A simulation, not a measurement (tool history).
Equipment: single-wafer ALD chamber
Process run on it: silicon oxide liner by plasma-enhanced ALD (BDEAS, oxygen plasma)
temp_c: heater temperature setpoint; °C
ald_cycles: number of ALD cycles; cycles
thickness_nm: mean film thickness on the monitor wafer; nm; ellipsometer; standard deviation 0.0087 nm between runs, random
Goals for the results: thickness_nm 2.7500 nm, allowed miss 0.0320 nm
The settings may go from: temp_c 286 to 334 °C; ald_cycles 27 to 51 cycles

run 1 hour=0.0 | temp_c=310 ald_cycles=39 | thickness_nm=3.5261
run 2 hour=3.9 | temp_c=317 ald_cycles=39 | thickness_nm=3.5056
run 3 hour=6.5 | temp_c=313 ald_cycles=39 | thickness_nm=3.5124
run 4 hour=13.2 | temp_c=313 ald_cycles=36 | thickness_nm=3.2523
run 5 hour=19.9 | temp_c=313 ald_cycles=39 | thickness_nm=3.5179
run 6 hour=26.1 | temp_c=314 ald_cycles=37 | thickness_nm=3.3359
run 7 hour=27.1 | temp_c=315 ald_cycles=35 | thickness_nm=3.1677
run 8 hour=31.1 | temp_c=316 ald_cycles=34 | thickness_nm=3.0542
run 9 hour=35.7 | temp_c=318 ald_cycles=33 | thickness_nm=2.9553
run 10 hour=41.4 | temp_c=320 ald_cycles=33 | thickness_nm=2.9460

Exactly one of the 4 candidate moves below puts every result within its allowed miss. Which one?
run A hour=47.1 | temp_c=322 ald_cycles=34 | thickness_nm=?
run B hour=47.1 | temp_c=323 ald_cycles=29 | thickness_nm=?
run C hour=47.1 | temp_c=327 ald_cycles=32 | thickness_nm=?
run D hour=47.1 | temp_c=329 ald_cycles=31 | thickness_nm=?

move=A thickness_nm=3.0262
move=B thickness_nm=2.5779
move=C thickness_nm=2.8301
move=D thickness_nm=2.7347
A: lands further from the targets than the last run did
B: pushes the last run's worst result past its target
C: nearer the targets than the last run, but a result is still out of spec
D: every result within its allowed miss
The move that meets every target is D.

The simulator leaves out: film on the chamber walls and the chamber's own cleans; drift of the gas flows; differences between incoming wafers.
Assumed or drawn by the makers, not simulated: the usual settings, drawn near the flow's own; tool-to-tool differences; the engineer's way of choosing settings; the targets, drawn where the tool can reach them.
